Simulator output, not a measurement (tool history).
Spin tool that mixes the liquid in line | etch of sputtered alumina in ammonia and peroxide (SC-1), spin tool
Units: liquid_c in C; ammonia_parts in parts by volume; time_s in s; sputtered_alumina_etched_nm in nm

{"run": 1, "hour": 0.0, "liquid_c": 53.0, "ammonia_parts": 0.4, "time_s": 80, "sputtered_alumina_etched_nm": 3.2339}
{"run": 2, "hour": 7.8, "liquid_c": 49.5, "ammonia_parts": 0.4, "time_s": 80, "sputtered_alumina_etched_nm": 2.6747}
{"run": 3, "hour": 9.7, "liquid_c": 49.5, "ammonia_parts": 0.4, "time_s": 60, "sputtered_alumina_etched_nm": 1.9911}
{"run": 4, "hour": 16.8, "liquid_c": 55.0, "ammonia_parts": 0.4, "time_s": 60, "sputtered_alumina_etched_nm": 2.696}
{"run": 5, "hour": 22.8, "liquid_c": 55.0, "ammonia_parts": 0.5, "time_s": 60, "sputtered_alumina_etched_nm": 2.7443}
{"run": 6, "hour": 29.2, "liquid_c": 55.0, "ammonia_parts": 0.35, "time_s": 60, "sputtered_alumina_etched_nm": 2.6606}
{"run": 7, "hour": 31.3, "liquid_c": 52.0, "ammonia_parts": 0.35, "time_s": 60, "sputtered_alumina_etched_nm": 2.255}
{"run": 8, "hour": 39.4, "liquid_c": 52.0, "ammonia_parts": 0.35, "time_s": 60, "sputtered_alumina_etched_nm": 2.2546}
{"run": 9, "hour": 42.1, "liquid_c": 50.0, "ammonia_parts": 0.35, "time_s": 60, "sputtered_alumina_etched_nm": 2.0387}

Run 10 comes next. What will it give?
{"run": 10, "hour": 44.2, "liquid_c": 49.0, "ammonia_parts": 0.35, "time_s": 60, "sputtered_alumina_etched_nm": "?"}

{"run 10": {"sputtered_alumina_etched_nm": 1.9254}}
